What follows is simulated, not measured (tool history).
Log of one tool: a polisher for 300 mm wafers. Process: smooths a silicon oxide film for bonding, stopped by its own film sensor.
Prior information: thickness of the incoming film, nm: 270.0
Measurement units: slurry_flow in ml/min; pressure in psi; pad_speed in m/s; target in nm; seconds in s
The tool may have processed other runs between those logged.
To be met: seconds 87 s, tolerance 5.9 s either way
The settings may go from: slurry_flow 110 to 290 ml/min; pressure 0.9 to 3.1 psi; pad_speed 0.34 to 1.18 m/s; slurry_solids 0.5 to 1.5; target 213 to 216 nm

Run 1, hour 0: slurry_flow 185 ml/min, pressure 2 psi, pad_speed 0.76 m/s, slurry_solids 1, target 216 nm. Result: seconds 112.86 s.
Run 2, hour 2.7: slurry_flow 185 ml/min, pressure 2.1 psi, pad_speed 0.76 m/s, slurry_solids 1, target 216 nm. Result: seconds 106.92 s.
Run 3, hour 4.1: slurry_flow 230 ml/min, pressure 2.1 psi, pad_speed 0.76 m/s, slurry_solids 1, target 216 nm. Result: seconds 104.66 s.
Run 4, hour 12: slurry_flow 230 ml/min, pressure 1.8 psi, pad_speed 0.76 m/s, slurry_solids 1, target 216 nm. Result: seconds 120.31 s.
Run 5, hour 20.4: slurry_flow 230 ml/min, pressure 2 psi, pad_speed 0.78 m/s, slurry_solids 1, target 216 nm. Result: seconds 106.09 s.
Run 6, hour 24.6: slurry_flow 230 ml/min, pressure 2 psi, pad_speed 0.72 m/s, slurry_solids 1, target 216 nm. Result: seconds 112.47 s.
Run 7, hour 32.8: slurry_flow 230 ml/min, pressure 2.1 psi, pad_speed 0.74 m/s, slurry_solids 1, target 216 nm. Result: seconds 106.38 s.
Run 8, hour 39.4: slurry_flow 230 ml/min, pressure 2.1 psi, pad_speed 0.74 m/s, slurry_solids 1, target 216 nm. Result: seconds 107.21 s.
Run 9, hour 40.6: slurry_flow 230 ml/min, pressure 2.2 psi, pad_speed 0.74 m/s, slurry_solids 1, target 216 nm. Result: seconds 104.78 s.
Run 10, hour 44.9: slurry_flow 230 ml/min, pressure 2.3 psi, pad_speed 0.76 m/s, slurry_solids 1, target 216 nm. Result: seconds 95.151 s.

Which single option among these 5 for the next run brings every result within its allowed miss of target? Just one does.
Run A, hour 49.2: slurry_flow 245 ml/min, pressure 2.1 psi, pad_speed 0.72 m/s, slurry_solids 1, target 213 nm. Result: seconds ?.
Run B, hour 49.2: slurry_flow 250 ml/min, pressure 1.9 psi, pad_speed 0.88 m/s, slurry_solids 1, target 214 nm. Result: seconds ?.
Run C, hour 49.2: slurry_flow 200 ml/min, pressure 2.3 psi, pad_speed 0.74 m/s, slurry_solids 1.05, target 213 nm. Result: seconds ?.
Run D, hour 49.2: slurry_flow 190 ml/min, pressure 2.3 psi, pad_speed 0.78 m/s, slurry_solids 0.9, target 213 nm. Result: seconds ?.
Run E, hour 49.2: slurry_flow 235 ml/min, pressure 2.2 psi, pad_speed 0.98 m/s, slurry_solids 1.05, target 213 nm. Result: seconds ?.

move  seconds
   A   114.14
   B      107
   C   103.17
   D   105.38
   E    86.57
A: misses by more than the last run did
B: misses by more than the last run did
C: misses by more than the last run did
D: misses by more than the last run did
E: every result lands within tolerance
The move that meets every target is E.

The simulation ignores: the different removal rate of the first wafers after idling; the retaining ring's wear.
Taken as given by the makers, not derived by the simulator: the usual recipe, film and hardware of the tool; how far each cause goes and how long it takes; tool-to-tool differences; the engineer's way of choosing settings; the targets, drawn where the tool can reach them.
